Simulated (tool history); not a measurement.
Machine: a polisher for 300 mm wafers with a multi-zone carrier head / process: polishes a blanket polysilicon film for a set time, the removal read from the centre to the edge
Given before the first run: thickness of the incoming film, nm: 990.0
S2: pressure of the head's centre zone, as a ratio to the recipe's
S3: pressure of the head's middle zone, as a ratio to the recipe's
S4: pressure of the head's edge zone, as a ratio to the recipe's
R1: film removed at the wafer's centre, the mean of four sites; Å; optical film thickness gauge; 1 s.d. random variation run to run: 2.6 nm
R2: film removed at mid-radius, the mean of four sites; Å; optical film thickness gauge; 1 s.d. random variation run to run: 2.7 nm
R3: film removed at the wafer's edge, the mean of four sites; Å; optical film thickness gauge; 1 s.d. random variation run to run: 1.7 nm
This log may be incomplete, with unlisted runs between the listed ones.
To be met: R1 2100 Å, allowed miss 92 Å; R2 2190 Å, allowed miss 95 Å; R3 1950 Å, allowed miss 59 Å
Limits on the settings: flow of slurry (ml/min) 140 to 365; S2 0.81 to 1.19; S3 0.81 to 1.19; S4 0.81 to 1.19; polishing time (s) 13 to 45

Run 1, hour 0: flow of slurry (ml/min) 235, S2 1, S3 1, S4 1, polishing time (s) 29. Result: R1 3852.4 Å, R2 3662.8 Å, R3 3664.5 Å.
Run 2, hour 5.6: flow of slurry (ml/min) 235, S2 1, S3 1, S4 1.04, polishing time (s) 29. Result: R1 3793.5 Å, R2 3655.3 Å, R3 3775.2 Å.
Run 3, hour 6.9: flow of slurry (ml/min) 235, S2 1, S3 1, S4 1.01, polishing time (s) 29. Result: R1 3944.5 Å, R2 3628.3 Å, R3 3693.8 Å.
Run 4, hour 12.1: flow of slurry (ml/min) 230, S2 0.97, S3 1.01, S4 0.98, polishing time (s) 26. Result: R1 3375.4 Å, R2 3336.1 Å, R3 3229.2 Å.
Run 5, hour 15.1: flow of slurry (ml/min) 225, S2 0.95, S3 1, S4 0.95, polishing time (s) 24. Result: R1 3050.3 Å, R2 2965.3 Å, R3 2992 Å.
Run 6, hour 17: flow of slurry (ml/min) 180, S2 0.95, S3 1, S4 0.95, polishing time (s) 24. Result: R1 3017.7 Å, R2 2978.7 Å, R3 2909.6 Å.
Run 7, hour 23.8: flow of slurry (ml/min) 175, S2 0.94, S3 1.01, S4 0.93, polishing time (s) 22. Result: R1 2741.9 Å, R2 2713.8 Å, R3 2655.4 Å.
Run 8, hour 30.5: flow of slurry (ml/min) 170, S2 0.94, S3 1.03, S4 0.91, polishing time (s) 21. Result: R1 2510.5 Å, R2 2638.9 Å, R3 2499.5 Å.
Run 9, hour 33.6: flow of slurry (ml/min) 165, S2 0.96, S3 1.04, S4 0.89, polishing time (s) 20. Result: R1 2533.6 Å, R2 2465.2 Å, R3 2367 Å.
Run 10, hour 36.8: flow of slurry (ml/min) 160, S2 0.96, S3 1.06, S4 0.88, polishing time (s) 19. Result: R1 2363.7 Å, R2 2388.7 Å, R3 2214.7 Å.
Run 11, hour 38.5: flow of slurry (ml/min) 160, S2 0.96, S3 1.07, S4 0.87, polishing time (s) 19. Result: R1 2347.8 Å, R2 2469.2 Å, R3 2191.5 Å.
Run 12, hour 45.1: flow of slurry (ml/min) 160, S2 0.96, S3 1.07, S4 0.86, polishing time (s) 18. Result: R1 2193 Å, R2 2295.5 Å, R3 2098.8 Å.

5 candidate next runs follow, results not yet known. Just one meets every target within its allowed miss. Identify it.
Run A, hour 51.7: flow of slurry (ml/min) 155, S2 0.97, S3 1.08, S4 0.85, polishing time (s) 17. Result: R1 ?, R2 ?, R3 ?.
Run B, hour 51.7: flow of slurry (ml/min) 140, S2 1.11, S3 1.12, S4 0.82, polishing time (s) 17. Result: R1 ?, R2 ?, R3 ?.
Run C, hour 51.7: flow of slurry (ml/min) 200, S2 0.89, S3 0.89, S4 0.92, polishing time (s) 19. Result: R1 ?, R2 ?, R3 ?.
Run D, hour 51.7: flow of slurry (ml/min) 210, S2 0.86, S3 0.95, S4 0.95, polishing time (s) 18. Result: R1 ?, R2 ?, R3 ?.
Run E, hour 51.7: flow of slurry (ml/min) 175, S2 0.91, S3 0.87, S4 0.9, polishing time (s) 20. Result: R1 ?, R2 ?, R3 ?.

move      R1      R2      R3
   A  2071.1  2241.6  1979.4
   B    2287  2289.7  1937.5
   C  2214.7  2178.6  2328.7
   D    2053  2188.6    2241
   E  2341.1    2224  2408.8
A: in spec on every target
B: corrects the largest miss of the last run, while another result sits out of spec
C: misses by more than the last run did
D: misses by more than the last run did
E: misses by more than the last run did
The move that meets every target is A.
